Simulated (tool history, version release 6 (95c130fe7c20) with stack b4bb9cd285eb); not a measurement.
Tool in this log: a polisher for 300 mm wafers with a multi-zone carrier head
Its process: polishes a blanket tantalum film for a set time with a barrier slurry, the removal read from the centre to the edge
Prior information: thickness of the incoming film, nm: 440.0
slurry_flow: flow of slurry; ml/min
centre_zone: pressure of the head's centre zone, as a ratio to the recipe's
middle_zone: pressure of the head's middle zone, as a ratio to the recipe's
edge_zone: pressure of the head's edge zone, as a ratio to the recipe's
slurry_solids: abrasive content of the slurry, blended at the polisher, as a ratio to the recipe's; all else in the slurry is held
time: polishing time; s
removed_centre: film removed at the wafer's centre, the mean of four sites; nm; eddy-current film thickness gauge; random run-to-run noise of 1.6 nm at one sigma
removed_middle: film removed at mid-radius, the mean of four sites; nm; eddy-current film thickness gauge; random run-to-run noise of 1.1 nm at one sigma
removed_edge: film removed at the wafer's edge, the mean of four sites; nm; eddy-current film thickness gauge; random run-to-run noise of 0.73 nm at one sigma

{"run": 1, "hour": 0.0, "slurry_flow": 175, "centre_zone": 1, "middle_zone": 1, "edge_zone": 1, "slurry_solids": 1, "time": 59, "removed_centre": 159.12, "removed_middle": 164.57, "removed_edge": 165.04}
{"run": 2, "hour": 2.5, "slurry_flow": 155, "centre_zone": 1, "middle_zone": 1, "edge_zone": 1, "slurry_solids": 1, "time": 59, "removed_centre": 155.63, "removed_middle": 158.5, "removed_edge": 163.69}
{"run": 3, "hour": 7.2, "slurry_flow": 155, "centre_zone": 1, "middle_zone": 0.95, "edge_zone": 1, "slurry_solids": 1, "time": 59, "removed_centre": 161.6, "removed_middle": 158.98, "removed_edge": 161.47}
{"run": 4, "hour": 15.0, "slurry_flow": 155, "centre_zone": 1, "middle_zone": 0.95, "edge_zone": 1, "slurry_solids": 1, "time": 69, "removed_centre": 186.39, "removed_middle": 183.24, "removed_edge": 190.58}
{"run": 5, "hour": 22.9, "slurry_flow": 155, "centre_zone": 1.04, "middle_zone": 0.95, "edge_zone": 1, "slurry_solids": 1, "time": 69, "removed_centre": 185.75, "removed_middle": 186.12, "removed_edge": 190.65}
{"run": 6, "hour": 25.4, "slurry_flow": 155, "centre_zone": 1.04, "middle_zone": 0.95, "edge_zone": 1, "slurry_solids": 0.9, "time": 69, "removed_centre": 187.54, "removed_middle": 179.18, "removed_edge": 187.12}

Expected results for the next run?
{"run": 7, "hour": 30.1, "slurry_flow": 135, "centre_zone": 0.96, "middle_zone": 0.91, "edge_zone": 0.9, "slurry_solids": 0.65, "time": 52, "removed_centre": "?", "removed_middle": "?", "removed_edge": "?"}

Run 7 yielded removed_centre 121.75 nm, removed_middle 120.1 nm, removed_edge 124.36 nm.

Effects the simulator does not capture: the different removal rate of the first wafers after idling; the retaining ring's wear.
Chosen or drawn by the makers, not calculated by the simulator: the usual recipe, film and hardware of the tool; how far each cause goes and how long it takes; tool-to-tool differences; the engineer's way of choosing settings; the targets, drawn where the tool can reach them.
